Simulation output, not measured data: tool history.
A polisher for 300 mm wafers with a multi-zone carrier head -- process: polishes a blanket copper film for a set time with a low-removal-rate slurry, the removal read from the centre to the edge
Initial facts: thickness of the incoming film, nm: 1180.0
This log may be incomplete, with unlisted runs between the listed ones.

run	day	flow of slurry (ml/min)	pressure of the head's centre zone	pressure of the head's middle zone	pressure of the head's edge zone	abrasive content of the slurry	polishing time (s)	film removed at the wafer's centre (Å)	film removed at mid-radius (Å)	film removed at the wafer's edge (Å)
1	0.000	310	1.00	1.00	1.00	1.00	73	3319.6	3345.8	3412.5
2	0.358	310	1.00	1.00	1.05	1.00	73	3405.1	3399.3	3510.1
3	0.412	310	1.00	1.00	1.05	1.10	73	3426.9	3466.3	3645.3
4	0.508	305	1.00	0.98	1.03	1.05	69	3157.2	3190.7	3346.7
5	0.796	305	1.02	0.96	1.01	1.00	65	3002.1	2915.3	3075.1
6	1.000	305	1.03	0.94	0.99	0.95	62	2854.6	2649.7	2820.0
7	1.271	305	1.03	0.93	0.97	0.90	60	2765.3	2536.9	2655.9
8	1.421	300	1.03	0.92	0.96	0.85	58	2588.8	2367.2	2482.7
9	1.796	295	1.03	0.91	0.95	0.80	57	2472.7	2260.1	2415.3
10	1.892	325	1.13	0.90	0.85	0.55	36	1502.2	1210.2	1263.7
11	2.192	325	1.14	0.91	0.88	0.55	36	1517.2	1234.8	1267.4
12	2.558	325	1.14	0.91	0.91	0.60	36	1593.3	1267.6	1349.3
13	2.621	325	1.14	0.92	0.93	0.60	36	1621.0	1299.8	1356.3
14	2.708	325	1.14	0.93	0.96	0.60	36	1568.0	1310.4	1378.5
15	2.821	325	1.14	0.93	0.97	0.65	36	1652.0	1335.5	1412.3

Run 16 comes next. What will it give?
16	2.996	325	1.14	0.94	0.98	0.70	36	?	?	?

film removed at the wafer's centre (Å): 1693.2
film removed at mid-radius (Å): 1399.1
film removed at the wafer's edge (Å): 1486.4

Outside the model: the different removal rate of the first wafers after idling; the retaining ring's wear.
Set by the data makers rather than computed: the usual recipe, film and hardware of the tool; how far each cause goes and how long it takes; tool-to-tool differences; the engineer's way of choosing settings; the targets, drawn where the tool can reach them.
